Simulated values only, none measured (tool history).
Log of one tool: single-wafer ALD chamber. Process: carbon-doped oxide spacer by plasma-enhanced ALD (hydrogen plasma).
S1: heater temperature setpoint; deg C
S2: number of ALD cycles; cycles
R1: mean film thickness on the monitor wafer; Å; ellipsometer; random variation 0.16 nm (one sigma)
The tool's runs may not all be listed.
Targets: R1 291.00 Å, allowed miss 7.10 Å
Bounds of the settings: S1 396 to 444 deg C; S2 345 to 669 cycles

run,hour,S1,S2,R1
1,0.0,420,507,233.92
2,8.7,418,525,242.35
3,15.6,417,543,253.21
4,25.5,417,519,243.58
5,28.9,406,519,249.14
6,35.4,402,519,255.15
7,36.9,401,531,261.74
8,43.6,400,540,262.91

5 next moves are on the table. One of them brings every result within its allowed miss. Which?
A,50.3,402,624,?
B,50.3,397,594,?
C,50.3,400,565,?
D,50.3,399,621,?
E,50.3,396,634,?

move,R1
A,305.05
B,290.38
C,276.20
D,303.58
E,309.93
A: takes the result that was furthest off past its target
B: meets every target
C: nearer than the last run, and not there yet
D: takes the result that was furthest off past its target
E: takes the result that was furthest off past its target
Answer: B
